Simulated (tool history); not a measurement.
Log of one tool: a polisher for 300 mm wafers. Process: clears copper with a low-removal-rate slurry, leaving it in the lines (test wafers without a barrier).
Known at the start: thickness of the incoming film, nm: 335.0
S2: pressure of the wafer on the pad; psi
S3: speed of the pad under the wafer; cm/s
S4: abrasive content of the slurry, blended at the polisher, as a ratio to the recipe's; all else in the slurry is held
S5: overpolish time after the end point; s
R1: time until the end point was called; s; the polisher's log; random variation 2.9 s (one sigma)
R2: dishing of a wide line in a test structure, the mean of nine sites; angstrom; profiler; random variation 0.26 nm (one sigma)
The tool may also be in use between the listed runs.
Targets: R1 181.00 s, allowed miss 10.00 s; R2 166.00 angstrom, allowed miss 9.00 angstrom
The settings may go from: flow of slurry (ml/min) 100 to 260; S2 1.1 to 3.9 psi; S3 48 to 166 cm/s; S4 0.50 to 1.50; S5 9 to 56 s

run 1 hour=0.0 | flow_of_slurry_(ml/min)=165 S2=2.5 S3=106 S4=1.00 S5=29 | R1=131.17 R2=272.39
run 2 hour=5.4 | flow_of_slurry_(ml/min)=165 S2=1.9 S3=106 S4=1.00 S5=29 | R1=172.05 R2=240.83
run 3 hour=7.7 | flow_of_slurry_(ml/min)=165 S2=1.7 S3=114 S4=1.00 S5=23 | R1=176.97 R2=218.99
run 4 hour=10.4 | flow_of_slurry_(ml/min)=160 S2=1.5 S3=122 S4=1.00 S5=19 | R1=183.37 R2=189.81
run 5 hour=18.8 | flow_of_slurry_(ml/min)=160 S2=1.5 S3=122 S4=1.00 S5=26 | R1=187.26 R2=224.48
run 6 hour=22.5 | flow_of_slurry_(ml/min)=160 S2=1.5 S3=122 S4=1.00 S5=22 | R1=186.77 R2=203.50
run 7 hour=27.6 | flow_of_slurry_(ml/min)=160 S2=1.5 S3=122 S4=1.00 S5=22 | R1=187.21 R2=209.06
run 8 hour=33.3 | flow_of_slurry_(ml/min)=165 S2=1.1 S3=142 S4=1.05 S5=9 | R1=218.34 R2=105.11
run 9 hour=34.8 | flow_of_slurry_(ml/min)=160 S2=1.3 S3=134 S4=1.00 S5=10 | R1=194.61 R2=125.14
run 10 hour=41.9 | flow_of_slurry_(ml/min)=160 S2=1.3 S3=134 S4=1.00 S5=10 | R1=200.19 R2=119.89
run 11 hour=51.0 | flow_of_slurry_(ml/min)=160 S2=1.6 S3=132 S4=1.00 S5=24 | R1=164.42 R2=229.22
run 12 hour=51.7 | flow_of_slurry_(ml/min)=160 S2=1.1 S3=144 S4=1.00 S5=17 | R1=223.79 R2=157.83
run 13 hour=52.4 | flow_of_slurry_(ml/min)=160 S2=1.2 S3=144 S4=1.00 S5=17 | R1=201.41 R2=169.99
run 14 hour=56.6 | flow_of_slurry_(ml/min)=160 S2=1.2 S3=144 S4=1.00 S5=17 | R1=205.43 R2=169.60
run 15 hour=65.4 | flow_of_slurry_(ml/min)=160 S2=1.3 S3=144 S4=1.00 S5=17 | R1=191.23 R2=177.40
run 16 hour=68.7 | flow_of_slurry_(ml/min)=165 S2=1.3 S3=142 S4=1.00 S5=17 | R1=185.18 R2=176.39
run 17 hour=70.6 | flow_of_slurry_(ml/min)=170 S2=1.3 S3=140 S4=1.05 S5=17 | R1=188.46 R2=178.50
run 18 hour=75.4 | flow_of_slurry_(ml/min)=165 S2=1.4 S3=138 S4=1.05 S5=16 | R1=174.17 R2=176.01

Which of these 5 next moves meets every target?
run A hour=80.2 | flow_of_slurry_(ml/min)=135 S2=1.5 S3=140 S4=0.70 S5=15 | R1=? R2=?
run B hour=80.2 | flow_of_slurry_(ml/min)=185 S2=1.5 S3=146 S4=0.95 S5=12 | R1=? R2=?
run C hour=80.2 | flow_of_slurry_(ml/min)=195 S2=1.5 S3=138 S4=1.10 S5=13 | R1=? R2=?
run D hour=80.2 | flow_of_slurry_(ml/min)=170 S2=1.4 S3=138 S4=1.00 S5=11 | R1=? R2=?
run E hour=80.2 | flow_of_slurry_(ml/min)=185 S2=1.4 S3=144 S4=1.20 S5=17 | R1=? R2=?

move=A R1=185.92 R2=167.24
move=B R1=160.42 R2=159.48
move=C R1=163.25 R2=165.89
move=D R1=181.16 R2=138.36
move=E R1=166.28 R2=191.02
A: meets every target
B: brings the result that was furthest off to its target, and leaves another outside
C: brings the result that was furthest off to its target, and leaves another outside
D: takes the result that was furthest off past its target
E: further off than the last run
Move A is the one to make.
